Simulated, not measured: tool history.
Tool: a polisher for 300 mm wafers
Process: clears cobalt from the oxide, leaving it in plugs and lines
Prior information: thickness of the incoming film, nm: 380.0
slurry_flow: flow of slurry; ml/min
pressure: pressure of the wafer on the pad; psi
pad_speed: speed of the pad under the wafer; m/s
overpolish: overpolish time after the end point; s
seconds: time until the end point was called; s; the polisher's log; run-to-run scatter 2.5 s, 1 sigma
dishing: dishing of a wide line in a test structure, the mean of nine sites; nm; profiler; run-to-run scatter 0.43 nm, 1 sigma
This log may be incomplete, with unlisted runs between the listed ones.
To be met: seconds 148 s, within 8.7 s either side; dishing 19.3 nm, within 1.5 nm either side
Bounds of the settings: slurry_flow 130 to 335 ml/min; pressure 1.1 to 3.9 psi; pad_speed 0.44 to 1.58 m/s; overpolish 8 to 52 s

run	day	slurry_flow	pressure	pad_speed	overpolish	seconds	dishing
1	0	215	2.5	1	26	48.33	43.371
2	0.367	215	2.5	1	35	49.167	46.867
3	0.638	215	2.5	1	28	48.421	45.968
4	0.808	205	2.3	0.92	25	57.996	43.566
5	0.875	205	2.3	0.8	25	66.356	42.708
6	1.2	195	2.2	0.76	23	72.341	41.976
7	1.45	185	2.1	0.72	21	81.795	41.311
8	1.508	200	2	0.68	19	90.242	38.316
9	1.704	220	1.9	0.68	17	92.913	35.479
10	1.875	280	1.2	0.44	8	207.58	12.177

Exercise: of the 5 proposed moves below, exactly one satisfies all targets within the stated allowed misses. Which move is it?
A	2.046	310	1.2	0.62	10	?	?
B	2.046	250	1.4	0.44	12	?	?
C	2.046	250	1.1	0.46	15	?	?
D	2.046	335	1.3	0.52	8	?	?
E	2.046	330	1.4	0.48	8	?	?

move	seconds	dishing
A	149.88	19.929
B	183.04	19.7
C	220.32	20.325
D	163.14	15.623
E	164.21	15.54
A: every result lands within tolerance
B: moves toward the targets from the last run without getting all of them in spec
C: misses by more than the last run did
D: moves toward the targets from the last run without getting all of them in spec
E: moves toward the targets from the last run without getting all of them in spec
So the answer is move A, the one that meets all the targets.
